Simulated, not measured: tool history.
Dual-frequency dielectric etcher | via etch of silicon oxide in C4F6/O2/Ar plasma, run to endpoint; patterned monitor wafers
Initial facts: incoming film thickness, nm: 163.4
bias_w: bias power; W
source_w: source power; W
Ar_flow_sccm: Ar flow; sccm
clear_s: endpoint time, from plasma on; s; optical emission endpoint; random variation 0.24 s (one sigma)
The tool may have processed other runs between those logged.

Run 1, hour 0: bias_w 600 W, source_w 260 W, Ar_flow_sccm 271 sccm. Result: clear_s 39.158 s.
Run 2, hour 2.4: bias_w 659 W, source_w 270 W, Ar_flow_sccm 267 sccm. Result: clear_s 36.837 s.
Run 3, hour 6: bias_w 659 W, source_w 270 W, Ar_flow_sccm 298 sccm. Result: clear_s 37.586 s.
Run 4, hour 12.4: bias_w 659 W, source_w 250 W, Ar_flow_sccm 298 sccm. Result: clear_s 38.421 s.
At hour 13.5: source power generator calibrated.
Run 5, hour 13.5: bias_w 659 W, source_w 250 W, Ar_flow_sccm 344 sccm. Result: clear_s 39.971 s.
Run 6, hour 19.4: bias_w 707 W, source_w 270 W, Ar_flow_sccm 335 sccm. Result: clear_s 36.722 s.
Run 7, hour 28.4: bias_w 741 W, source_w 280 W, Ar_flow_sccm 333 sccm. Result: clear_s 36.054 s.

For run 8, what comes out?
Run 8, hour 29.3: bias_w 768 W, source_w 290 W, Ar_flow_sccm 327 sccm. Result: clear_s ?.

clear_s: 34.562 s
